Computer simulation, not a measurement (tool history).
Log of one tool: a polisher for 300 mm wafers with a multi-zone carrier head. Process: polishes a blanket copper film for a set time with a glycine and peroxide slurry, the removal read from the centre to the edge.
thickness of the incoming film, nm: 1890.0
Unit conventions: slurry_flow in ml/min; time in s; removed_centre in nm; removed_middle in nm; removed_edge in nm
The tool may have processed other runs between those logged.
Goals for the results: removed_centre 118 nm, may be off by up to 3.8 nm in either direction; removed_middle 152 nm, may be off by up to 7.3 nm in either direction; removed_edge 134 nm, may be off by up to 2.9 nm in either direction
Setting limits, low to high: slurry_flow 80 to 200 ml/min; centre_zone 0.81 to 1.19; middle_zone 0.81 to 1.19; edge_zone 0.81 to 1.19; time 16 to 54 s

| run | hour | slurry_flow | centre_zone | middle_zone | edge_zone | time | removed_centre | removed_middle | removed_edge |
|---|---|---|---|---|---|---|---|---|---|
| 1 | 0 | 130 | 1 | 1 | 1 | 35 | 184.26 | 183.47 | 180.77 |
| 2 | 1 | 130 | 1 | 1 | 1.08 | 35 | 182.54 | 182.48 | 191.71 |
| 3 | 5.1 | 130 | 0.92 | 1 | 1.08 | 35 | 167.02 | 182.34 | 189.69 |
| 4 | 7.3 | 130 | 0.92 | 0.96 | 1.08 | 35 | 169.78 | 174.98 | 189.28 |
| 5 | 8.3 | 130 | 0.88 | 0.96 | 1.08 | 35 | 159.94 | 176.86 | 190.34 |
| 6 | 17.2 | 130 | 0.88 | 0.96 | 1.08 | 42 | 194.81 | 210.16 | 226.95 |
| 7 | 25.7 | 120 | 0.86 | 0.97 | 1.02 | 39 | 172.33 | 192.95 | 203.73 |
| 8 | 32.3 | 120 | 0.86 | 1 | 0.97 | 36 | 158.71 | 183.08 | 181.74 |
| 9 | 37.7 | 85 | 0.81 | 1.06 | 0.87 | 28 | 102.94 | 131.15 | 125.37 |
| 10 | 43.6 | 95 | 0.82 | 1.07 | 0.87 | 28 | 107.67 | 135.86 | 126.85 |
| 11 | 51.6 | 105 | 0.82 | 1.08 | 0.87 | 28 | 111.91 | 143.85 | 131.5 |
| 12 | 56.6 | 110 | 0.82 | 1.08 | 0.87 | 28 | 114.55 | 144.45 | 132.88 |
| 13 | 59.6 | 110 | 0.82 | 1.09 | 0.87 | 28 | 114.92 | 150.55 | 131.87 |

Consider the 4 candidate settings below. Which is the only one whose results all fall within their allowed miss of target?
| A | 62.6 | 105 | 0.81 | 1.09 | 0.9 | 28 | ? | ? | ? |
| B | 62.6 | 90 | 0.83 | 1.08 | 0.94 | 29 | ? | ? | ? |
| C | 62.6 | 145 | 0.83 | 1.17 | 0.88 | 25 | ? | ? | ? |
| D | 62.6 | 100 | 0.85 | 1.15 | 0.87 | 29 | ? | ? | ? |

| move | removed_centre | removed_middle | removed_edge |
|---|---|---|---|
| A | 110.43 | 144.01 | 134.78 |
| B | 110.38 | 140.68 | 137.59 |
| C | 111.07 | 146.71 | 126.06 |
| D | 118 | 152.42 | 135.94 |
A: lands further from the targets than the last run did
B: lands further from the targets than the last run did
C: lands further from the targets than the last run did
D: every result within its allowed miss
D is the move that brings every result within its allowed miss.

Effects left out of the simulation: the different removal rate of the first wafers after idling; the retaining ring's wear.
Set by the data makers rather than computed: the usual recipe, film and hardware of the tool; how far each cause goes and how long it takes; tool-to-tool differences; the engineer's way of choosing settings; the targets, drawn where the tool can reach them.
